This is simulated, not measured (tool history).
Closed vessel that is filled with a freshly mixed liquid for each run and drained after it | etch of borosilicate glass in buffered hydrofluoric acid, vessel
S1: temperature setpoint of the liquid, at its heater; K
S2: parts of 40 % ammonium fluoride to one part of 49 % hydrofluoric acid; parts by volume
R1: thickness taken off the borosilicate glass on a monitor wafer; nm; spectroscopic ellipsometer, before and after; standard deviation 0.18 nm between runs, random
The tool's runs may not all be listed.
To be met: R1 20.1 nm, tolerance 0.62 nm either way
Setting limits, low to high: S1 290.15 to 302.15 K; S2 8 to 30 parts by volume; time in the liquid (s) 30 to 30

Run 1, hour 0: S1 294.15 K, S2 22.5 parts by volume, time in the liquid (s) 30. Result: R1 15.736 nm.
Run 2, hour 1: S1 294.15 K, S2 22.5 parts by volume, time in the liquid (s) 30. Result: R1 15.797 nm.
Run 3, hour 5.6: S1 295.65 K, S2 22.5 parts by volume, time in the liquid (s) 30. Result: R1 16.917 nm.
Run 4, hour 13.7: S1 296.65 K, S2 22.5 parts by volume, time in the liquid (s) 30. Result: R1 18.154 nm.
Run 5, hour 15: S1 297.15 K, S2 22.5 parts by volume, time in the liquid (s) 30. Result: R1 18.386 nm.
Run 6, hour 20.1: S1 297.65 K, S2 22.5 parts by volume, time in the liquid (s) 30. Result: R1 19.277 nm.
At hour 23.9: hydrofluoric acid flow meter replaced.
Run 7, hour 23.9: S1 297.65 K, S2 22.5 parts by volume, time in the liquid (s) 30. Result: R1 18.322 nm.
Run 8, hour 26.4: S1 298.15 K, S2 22.5 parts by volume, time in the liquid (s) 30. Result: R1 19.22 nm.
Run 9, hour 32.8: S1 298.65 K, S2 22.5 parts by volume, time in the liquid (s) 30. Result: R1 19.41 nm.

5 candidate next runs follow, results not yet known. Just one meets every target within its allowed miss. Identify it.
Run A, hour 39.2: S1 297.65 K, S2 23.5 parts by volume, time in the liquid (s) 30. Result: R1 ?.
Run B, hour 39.2: S1 298.65 K, S2 24 parts by volume, time in the liquid (s) 30. Result: R1 ?.
Run C, hour 39.2: S1 298.15 K, S2 22.5 parts by volume, time in the liquid (s) 30. Result: R1 ?.
Run D, hour 39.2: S1 299.15 K, S2 24 parts by volume, time in the liquid (s) 30. Result: R1 ?.
Run E, hour 39.2: S1 298.65 K, S2 21 parts by volume, time in the liquid (s) 30. Result: R1 ?.

move      R1
   A  17.621
   B  18.324
   C  18.654
   D   18.82
   E  20.097
A: further off than the last run
B: further off than the last run
C: further off than the last run
D: further off than the last run
E: all results land within tolerance of their targets
E meets every target.
